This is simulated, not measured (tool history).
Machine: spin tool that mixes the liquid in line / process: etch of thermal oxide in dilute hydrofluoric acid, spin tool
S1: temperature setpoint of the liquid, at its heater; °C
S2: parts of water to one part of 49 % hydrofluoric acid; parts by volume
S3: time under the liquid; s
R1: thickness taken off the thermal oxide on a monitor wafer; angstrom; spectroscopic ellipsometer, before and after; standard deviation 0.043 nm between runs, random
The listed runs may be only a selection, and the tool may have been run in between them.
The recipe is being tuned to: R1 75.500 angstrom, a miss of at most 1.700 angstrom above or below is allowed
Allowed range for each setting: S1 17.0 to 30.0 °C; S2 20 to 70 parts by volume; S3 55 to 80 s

run 1 hour=0.0 | S1=22.0 S2=40 S3=80 | R1=105.350
run 2 hour=7.0 | S1=24.5 S2=40 S3=80 | R1=116.200
run 3 hour=15.8 | S1=23.5 S2=40 S3=80 | R1=110.800
run 4 hour=22.4 | S1=26.5 S2=40 S3=80 | R1=124.520
run 5 hour=30.8 | S1=25.0 S2=40 S3=80 | R1=118.260
run 6 hour=37.8 | S1=25.0 S2=40 S3=80 | R1=117.860
run 7 hour=43.5 | S1=24.0 S2=40 S3=80 | R1=113.200
run 8 hour=50.4 | S1=23.0 S2=40 S3=80 | R1=108.660
run 9 hour=57.3 | S1=22.0 S2=40 S3=80 | R1=104.070
run 10 hour=65.3 | S1=21.0 S2=40 S3=80 | R1=99.553
run 11 hour=69.1 | S1=20.5 S2=40 S3=80 | R1=98.389
-- hour=74.6 thermometer replaced
run 12 hour=74.6 | S1=20.0 S2=40 S3=80 | R1=89.099
run 13 hour=78.7 | S1=19.5 S2=40 S3=80 | R1=86.873
run 14 hour=84.0 | S1=19.0 S2=40 S3=80 | R1=85.298
run 15 hour=91.2 | S1=18.5 S2=40 S3=80 | R1=83.097
run 16 hour=98.8 | S1=17.5 S2=40 S3=80 | R1=79.730
run 17 hour=106.4 | S1=17.0 S2=40 S3=80 | R1=78.799
run 18 hour=109.4 | S1=17.0 S2=40 S3=75 | R1=73.533

Exactly one of the 4 candidate moves below puts every result within its allowed miss. Which one?
run A hour=112.4 | S1=19.5 S2=40 S3=70 | R1=?
run B hour=112.4 | S1=18.0 S2=40 S3=70 | R1=?
run C hour=112.4 | S1=17.5 S2=35 S3=70 | R1=?
run D hour=112.4 | S1=20.5 S2=45 S3=80 | R1=?

move=A R1=76.492
move=B R1=71.694
move=C R1=80.628
move=D R1=80.608
A: each result inside its tolerance
B: moves away from the targets compared with the last run
C: pushes the last run's worst result past its target
D: pushes the last run's worst result past its target
Move A is the one to make.
